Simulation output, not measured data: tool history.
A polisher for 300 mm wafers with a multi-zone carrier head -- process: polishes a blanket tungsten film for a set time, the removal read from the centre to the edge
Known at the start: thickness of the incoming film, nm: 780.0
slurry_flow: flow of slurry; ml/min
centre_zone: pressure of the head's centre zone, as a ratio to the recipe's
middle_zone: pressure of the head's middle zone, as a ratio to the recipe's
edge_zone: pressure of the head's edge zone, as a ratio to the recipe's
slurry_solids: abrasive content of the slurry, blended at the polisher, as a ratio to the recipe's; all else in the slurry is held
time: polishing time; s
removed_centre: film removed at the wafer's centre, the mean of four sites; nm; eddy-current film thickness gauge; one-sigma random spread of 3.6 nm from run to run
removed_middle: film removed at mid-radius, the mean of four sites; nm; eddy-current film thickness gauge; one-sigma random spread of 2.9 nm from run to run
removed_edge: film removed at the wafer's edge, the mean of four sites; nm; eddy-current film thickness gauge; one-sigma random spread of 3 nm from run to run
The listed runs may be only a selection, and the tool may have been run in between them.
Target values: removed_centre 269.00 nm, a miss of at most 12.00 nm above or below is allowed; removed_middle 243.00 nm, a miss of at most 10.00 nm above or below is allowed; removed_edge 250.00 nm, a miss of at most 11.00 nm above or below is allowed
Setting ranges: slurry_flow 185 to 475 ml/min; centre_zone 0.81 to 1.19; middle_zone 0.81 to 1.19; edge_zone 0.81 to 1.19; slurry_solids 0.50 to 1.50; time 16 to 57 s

run 1 hour=0.0 | slurry_flow=305 centre_zone=1.00 middle_zone=1.00 edge_zone=1.00 slurry_solids=1.00 time=36 | removed_centre=183.82 removed_middle=180.26 removed_edge=185.32
run 2 hour=2.0 | slurry_flow=305 centre_zone=1.04 middle_zone=1.02 edge_zone=1.03 slurry_solids=1.15 time=38 | removed_centre=208.58 removed_middle=203.99 removed_edge=204.37
run 3 hour=9.0 | slurry_flow=305 centre_zone=1.07 middle_zone=1.01 edge_zone=1.06 slurry_solids=1.25 time=39 | removed_centre=234.89 removed_middle=212.08 removed_edge=220.17
run 4 hour=13.6 | slurry_flow=305 centre_zone=1.07 middle_zone=1.01 edge_zone=1.06 slurry_solids=1.40 time=39 | removed_centre=234.91 removed_middle=214.40 removed_edge=222.53
run 5 hour=18.7 | slurry_flow=310 centre_zone=1.08 middle_zone=1.03 edge_zone=1.09 slurry_solids=1.45 time=39 | removed_centre=243.71 removed_middle=221.81 removed_edge=233.32
run 6 hour=24.0 | slurry_flow=315 centre_zone=1.10 middle_zone=1.05 edge_zone=1.10 slurry_solids=1.45 time=39 | removed_centre=249.90 removed_middle=225.43 removed_edge=234.04
run 7 hour=25.8 | slurry_flow=320 centre_zone=1.11 middle_zone=1.07 edge_zone=1.12 slurry_solids=1.45 time=39 | removed_centre=246.61 removed_middle=232.07 removed_edge=236.38
run 8 hour=28.1 | slurry_flow=320 centre_zone=1.13 middle_zone=1.07 edge_zone=1.13 slurry_solids=1.45 time=39 | removed_centre=251.50 removed_middle=229.38 removed_edge=235.58
run 9 hour=31.9 | slurry_flow=325 centre_zone=1.14 middle_zone=1.08 edge_zone=1.14 slurry_solids=1.45 time=39 | removed_centre=252.57 removed_middle=231.82 removed_edge=232.31
-- hour=33.5 worn pad replaced by a new one
run 10 hour=33.5 | slurry_flow=325 centre_zone=1.14 middle_zone=1.08 edge_zone=1.15 slurry_solids=1.45 time=40 | removed_centre=296.82 removed_middle=264.48 removed_edge=271.95
run 11 hour=37.3 | slurry_flow=310 centre_zone=1.13 middle_zone=1.08 edge_zone=1.14 slurry_solids=1.45 time=40 | removed_centre=283.50 removed_middle=260.43 removed_edge=266.85
run 12 hour=44.0 | slurry_flow=320 centre_zone=1.13 middle_zone=1.08 edge_zone=1.14 slurry_solids=1.45 time=40 | removed_centre=291.68 removed_middle=260.30 removed_edge=272.23

Which single option among these 5 for the next run brings every result within its allowed miss of target? Just one does.
run A hour=50.7 | slurry_flow=320 centre_zone=1.15 middle_zone=1.07 edge_zone=1.17 slurry_solids=1.50 time=37 | removed_centre=? removed_middle=? removed_edge=?
run B hour=50.7 | slurry_flow=340 centre_zone=0.91 middle_zone=0.86 edge_zone=1.19 slurry_solids=1.20 time=42 | removed_centre=? removed_middle=? removed_edge=?
run C hour=50.7 | slurry_flow=310 centre_zone=1.05 middle_zone=1.13 edge_zone=1.12 slurry_solids=1.50 time=40 | removed_centre=? removed_middle=? removed_edge=?
run D hour=50.7 | slurry_flow=370 centre_zone=1.15 middle_zone=0.93 edge_zone=1.19 slurry_solids=1.30 time=37 | removed_centre=? removed_middle=? removed_edge=?
run E hour=50.7 | slurry_flow=290 centre_zone=1.16 middle_zone=0.99 edge_zone=1.18 slurry_solids=1.40 time=37 | removed_centre=? removed_middle=? removed_edge=?

move=A removed_centre=272.81 removed_middle=248.68 removed_edge=256.20
move=B removed_centre=230.89 removed_middle=229.56 removed_edge=277.40
move=C removed_centre=268.25 removed_middle=278.87 removed_edge=269.96
move=D removed_centre=265.69 removed_middle=219.46 removed_edge=251.23
move=E removed_centre=266.71 removed_middle=228.48 removed_edge=250.62
A: all results in spec
B: lands further from the targets than the last run did
C: lands further from the targets than the last run did
D: corrects the largest miss of the last run, while another result sits out of spec
E: corrects the largest miss of the last run, while another result sits out of spec
Move A is the one to make.

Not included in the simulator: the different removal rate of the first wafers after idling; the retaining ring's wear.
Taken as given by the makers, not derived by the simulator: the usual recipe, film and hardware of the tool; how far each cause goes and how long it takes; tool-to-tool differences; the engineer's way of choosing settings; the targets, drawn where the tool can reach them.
